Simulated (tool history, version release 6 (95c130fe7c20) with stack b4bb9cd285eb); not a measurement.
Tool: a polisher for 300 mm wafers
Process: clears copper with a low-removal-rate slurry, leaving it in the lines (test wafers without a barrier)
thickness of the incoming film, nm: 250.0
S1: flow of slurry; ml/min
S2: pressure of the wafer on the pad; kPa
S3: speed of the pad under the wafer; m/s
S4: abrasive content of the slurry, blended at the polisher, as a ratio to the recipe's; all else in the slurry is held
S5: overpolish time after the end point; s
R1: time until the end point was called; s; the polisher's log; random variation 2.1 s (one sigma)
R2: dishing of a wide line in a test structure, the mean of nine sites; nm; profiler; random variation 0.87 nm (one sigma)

run    day   S1    S2    S3   S4  S5      R1      R2
  1      0  290  17.2   1.1    1  18  103.64  29.462
  2  0.088  290  17.2   1.1  1.1  18  102.56  29.082
  3  0.371  290  17.2   1.1  1.3  18   98.94   29.39
  4  0.592  290  17.2   0.9  1.3  18  113.84  26.863
  5  0.658  290  17.2   0.9  1.3  15   120.7  22.332
  6      1  285  17.2  0.88  1.3  18  115.79  26.855
  7  1.292  285  17.2  0.84  1.3  20  118.01  28.204
     1.504  -- slurry nozzle cleaned
  8  1.504  285  17.2  0.82  1.3  23  120.81  31.599
  9  1.596  285  17.9  0.82  1.3  25     115  34.597

Run 10 comes next. What will it give?
 10  1.875  285  17.9  0.82  1.3  27   ?   ?

Run 10 gave R1 121.23 s, R2 36.491 nm.
